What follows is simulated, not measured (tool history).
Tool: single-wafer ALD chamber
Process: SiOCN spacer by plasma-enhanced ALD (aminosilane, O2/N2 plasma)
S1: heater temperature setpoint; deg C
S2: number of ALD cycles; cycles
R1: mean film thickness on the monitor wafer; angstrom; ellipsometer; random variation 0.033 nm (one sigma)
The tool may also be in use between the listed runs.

| run | hour | S1 | S2 | R1 |
|---|---|---|---|---|
| 1 | 0 | 390 | 75 | 49.214 |
| 2 | 1.3 | 390 | 69 | 45.566 |
| 3 | 3.3 | 390 | 79 | 51.288 |
| 4 | 8.8 | 390 | 82 | 53.739 |
| 5 | 15.7 | 390 | 84 | 55.127 |
| 6 | 22.3 | 390 | 86 | 56.469 |
| 7 | 26.4 | 390 | 87 | 56.494 |
| 8 | 30.1 | 390 | 87 | 56.962 |
| 9 | 32.7 | 390 | 88 | 57.548 |

Run 10 comes next. What will it give?
| 10 | 37.1 | 390 | 89 | ? |

Run 10 gave R1 58.309 angstrom.
